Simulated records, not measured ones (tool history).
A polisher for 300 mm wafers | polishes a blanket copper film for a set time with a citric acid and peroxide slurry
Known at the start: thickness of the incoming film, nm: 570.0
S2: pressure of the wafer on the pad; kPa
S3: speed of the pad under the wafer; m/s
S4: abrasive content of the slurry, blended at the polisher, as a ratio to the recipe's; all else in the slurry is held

run 1 hour=0 | flow_of_slurry_(ml/min)=190 S2=22.1 S3=0.82 S4=1 polishing_time_(s)=98 | film_removed_(angstrom)=1828.5
run 2 hour=6.9 | flow_of_slurry_(ml/min)=190 S2=22.1 S3=0.82 S4=0.85 polishing_time_(s)=98 | film_removed_(angstrom)=1771.2
run 3 hour=12.4 | flow_of_slurry_(ml/min)=190 S2=21.4 S3=0.82 S4=0.85 polishing_time_(s)=98 | film_removed_(angstrom)=1704.3
run 4 hour=20.4 | flow_of_slurry_(ml/min)=230 S2=21.4 S3=0.82 S4=0.85 polishing_time_(s)=98 | film_removed_(angstrom)=1789.8
run 5 hour=23.5 | flow_of_slurry_(ml/min)=230 S2=21.4 S3=0.94 S4=0.85 polishing_time_(s)=98 | film_removed_(angstrom)=2005.4
run 6 hour=26.9 | flow_of_slurry_(ml/min)=230 S2=20.7 S3=0.94 S4=0.85 polishing_time_(s)=98 | film_removed_(angstrom)=1896.7

Forecast run 7:
run 7 hour=34.1 | flow_of_slurry_(ml/min)=230 S2=20.7 S3=0.94 S4=0.85 polishing_time_(s)=98 | film_removed_(angstrom)=?

Run 7 gave film removed (angstrom) 1954.

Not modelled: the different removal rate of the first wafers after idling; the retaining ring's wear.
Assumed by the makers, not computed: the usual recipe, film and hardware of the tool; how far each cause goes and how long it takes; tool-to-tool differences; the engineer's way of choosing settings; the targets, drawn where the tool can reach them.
